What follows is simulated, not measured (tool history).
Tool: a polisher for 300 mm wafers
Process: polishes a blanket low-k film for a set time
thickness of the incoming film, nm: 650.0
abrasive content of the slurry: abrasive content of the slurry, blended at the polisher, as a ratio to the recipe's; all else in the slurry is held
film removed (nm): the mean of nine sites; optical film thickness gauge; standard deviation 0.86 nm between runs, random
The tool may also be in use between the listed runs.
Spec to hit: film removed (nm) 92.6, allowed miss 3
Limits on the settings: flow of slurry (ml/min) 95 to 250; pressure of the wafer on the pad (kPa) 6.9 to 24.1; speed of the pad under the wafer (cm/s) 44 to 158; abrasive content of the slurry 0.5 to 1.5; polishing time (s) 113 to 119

| run | day | flow of slurry (ml/min) | pressure of the wafer on the pad (kPa) | speed of the pad under the wafer (cm/s) | abrasive content of the slurry | polishing time (s) | film removed (nm) |
|---|---|---|---|---|---|---|---|
| 1 | 0 | 160 | 15.2 | 100 | 1 | 113 | 56.32 |
| 2 | 0.296 | 160 | 15.2 | 100 | 1 | 113 | 56.572 |
| 3 | 0.379 | 160 | 11.7 | 100 | 1 | 113 | 44.557 |
| 4 | 0.567 | 160 | 11.7 | 122 | 1 | 113 | 51.699 |
| 5 | 0.625 | 160 | 8.3 | 122 | 1 | 113 | 36.932 |
| 6 | 0.758 | 160 | 9.7 | 122 | 1 | 113 | 42.243 |
| 7 | 1.029 | 160 | 10.3 | 122 | 1 | 113 | 45.191 |
| 8 | 1.375 | 160 | 10.3 | 122 | 1 | 113 | 45.823 |
| 9 | 1.704 | 160 | 11 | 122 | 1 | 113 | 49.065 |
| 10 | 2.008 | 160 | 11.7 | 122 | 1 | 113 | 51.358 |
| 11 | 2.1 | 160 | 12.4 | 122 | 1 | 113 | 54.926 |
| 12 | 2.429 | 160 | 13.1 | 122 | 1 | 113 | 57.084 |
| 13 | 2.779 | 160 | 13.8 | 122 | 1 | 113 | 59.184 |
|  | 2.833 | slurry blender recalibrated |
| 14 | 2.833 | 160 | 14.5 | 122 | 1 | 113 | 68.312 |
| 15 | 2.883 | 175 | 15.9 | 122 | 1 | 113 | 74.005 |
| 16 | 3.175 | 180 | 17.2 | 122 | 1 | 113 | 81.944 |
| 17 | 3.529 | 180 | 17.9 | 122 | 1 | 113 | 85.58 |
| 18 | 3.554 | 180 | 18.6 | 122 | 1 | 113 | 89.374 |

Which of these 4 next moves meets every target?
| A | 3.579 | 190 | 17.9 | 124 | 1 | 113 | ? |
| B | 3.579 | 165 | 17.2 | 120 | 1.1 | 117 | ? |
| C | 3.579 | 170 | 17.2 | 120 | 1.1 | 119 | ? |
| D | 3.579 | 170 | 20.7 | 122 | 0.8 | 117 | ? |

| move | film removed (nm) |
|---|---|
| A | 86.461 |
| B | 85.026 |
| C | 86.795 |
| D | 93.518 |
A: further off than the last run
B: further off than the last run
C: further off than the last run
D: each result inside its tolerance
D is the move that brings every result within its allowed miss.

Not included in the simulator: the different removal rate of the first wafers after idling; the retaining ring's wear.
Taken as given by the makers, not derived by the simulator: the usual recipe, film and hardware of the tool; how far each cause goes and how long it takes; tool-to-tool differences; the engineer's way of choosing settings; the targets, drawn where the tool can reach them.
